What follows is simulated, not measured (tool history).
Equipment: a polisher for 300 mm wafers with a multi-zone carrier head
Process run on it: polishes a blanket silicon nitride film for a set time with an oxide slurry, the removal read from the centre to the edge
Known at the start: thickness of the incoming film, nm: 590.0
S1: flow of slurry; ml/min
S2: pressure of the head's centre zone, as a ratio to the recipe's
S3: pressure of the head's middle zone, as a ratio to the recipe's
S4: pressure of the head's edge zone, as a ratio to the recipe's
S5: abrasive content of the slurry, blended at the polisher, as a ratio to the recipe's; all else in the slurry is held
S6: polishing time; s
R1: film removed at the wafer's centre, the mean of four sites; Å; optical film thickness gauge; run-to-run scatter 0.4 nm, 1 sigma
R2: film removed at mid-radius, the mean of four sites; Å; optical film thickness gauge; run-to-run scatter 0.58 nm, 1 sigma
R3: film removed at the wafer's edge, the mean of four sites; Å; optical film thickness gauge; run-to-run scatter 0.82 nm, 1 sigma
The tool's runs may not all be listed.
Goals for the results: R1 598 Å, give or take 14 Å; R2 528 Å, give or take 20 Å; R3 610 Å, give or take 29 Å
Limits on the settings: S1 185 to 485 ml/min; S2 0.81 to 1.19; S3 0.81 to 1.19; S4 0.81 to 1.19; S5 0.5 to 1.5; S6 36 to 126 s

{"run": 1, "hour": 0.0, "S1": 310, "S2": 1, "S3": 1, "S4": 1, "S5": 1, "S6": 81, "R1": 435.07, "R2": 464.33, "R3": 447.32}
{"run": 2, "hour": 8.3, "S1": 310, "S2": 1, "S3": 1, "S4": 0.93, "S5": 1, "S6": 81, "R1": 433.7, "R2": 467.48, "R3": 438.18}
{"run": 3, "hour": 15.2, "S1": 310, "S2": 1, "S3": 1.09, "S4": 0.93, "S5": 1, "S6": 81, "R1": 439.88, "R2": 495.3, "R3": 444.79}
{"run": 4, "hour": 21.2, "S1": 375, "S2": 1, "S3": 1.09, "S4": 0.93, "S5": 1, "S6": 81, "R1": 450.29, "R2": 500.73, "R3": 446.83}
{"run": 5, "hour": 27.7, "S1": 375, "S2": 0.95, "S3": 1.09, "S4": 0.93, "S5": 1, "S6": 81, "R1": 421.87, "R2": 496.79, "R3": 443.42}
{"run": 6, "hour": 35.9, "S1": 345, "S2": 0.98, "S3": 1.03, "S4": 0.99, "S5": 1.15, "S6": 81, "R1": 456.88, "R2": 502.13, "R3": 484.32}
{"run": 7, "hour": 41.3, "S1": 345, "S2": 0.98, "S3": 1.03, "S4": 0.99, "S5": 1.15, "S6": 81, "R1": 461.32, "R2": 508.63, "R3": 484.38}
{"run": 8, "hour": 46.6, "S1": 350, "S2": 1.08, "S3": 0.93, "S4": 1.09, "S5": 1.4, "S6": 82, "R1": 562.39, "R2": 510.21, "R3": 545.83}
{"run": 9, "hour": 50.4, "S1": 355, "S2": 1.08, "S3": 0.92, "S4": 1.11, "S5": 1.45, "S6": 83, "R1": 567.71, "R2": 514.13, "R3": 568.69}
{"run": 10, "hour": 58.3, "S1": 355, "S2": 1.08, "S3": 0.92, "S4": 1.11, "S5": 1.45, "S6": 83, "R1": 567.6, "R2": 514.78, "R3": 567.25}
{"run": 11, "hour": 62.4, "S1": 360, "S2": 1.08, "S3": 0.92, "S4": 1.13, "S5": 1.45, "S6": 84, "R1": 580.32, "R2": 529.45, "R3": 572.5}
{"run": 12, "hour": 64.7, "S1": 350, "S2": 1.08, "S3": 0.91, "S4": 1.13, "S5": 1.45, "S6": 85, "R1": 581.56, "R2": 515.56, "R3": 564.25}

4 next moves are on the table. One of them brings every result within its allowed miss. Which?
{"run": "A", "hour": 67.0, "S1": 380, "S2": 1.1, "S3": 0.89, "S4": 1.1, "S5": 1.45, "S6": 81, "R1": "?", "R2": "?", "R3": "?"}
{"run": "B", "hour": 67.0, "S1": 485, "S2": 1.03, "S3": 0.84, "S4": 1.06, "S5": 1.5, "S6": 88, "R1": "?", "R2": "?", "R3": "?"}
{"run": "C", "hour": 67.0, "S1": 340, "S2": 1.03, "S3": 0.94, "S4": 1.07, "S5": 1.35, "S6": 88, "R1": "?", "R2": "?", "R3": "?"}
{"run": "D", "hour": 67.0, "S1": 410, "S2": 1.01, "S3": 0.93, "S4": 1, "S5": 1.5, "S6": 91, "R1": "?", "R2": "?", "R3": "?"}

move=A R1=567.55 R2=484.71 R3=548.85
move=B R1=595.06 R2=517.24 R3=602.83
move=C R1=556.51 R2=532.01 R3=569.69
move=D R1=596.18 R2=575.37 R3=602.87
A: further off than the last run
B: all results in spec
C: further off than the last run
D: the worst result of the last run now meets its target, but another is out of spec
B is the move that brings every result within its allowed miss.
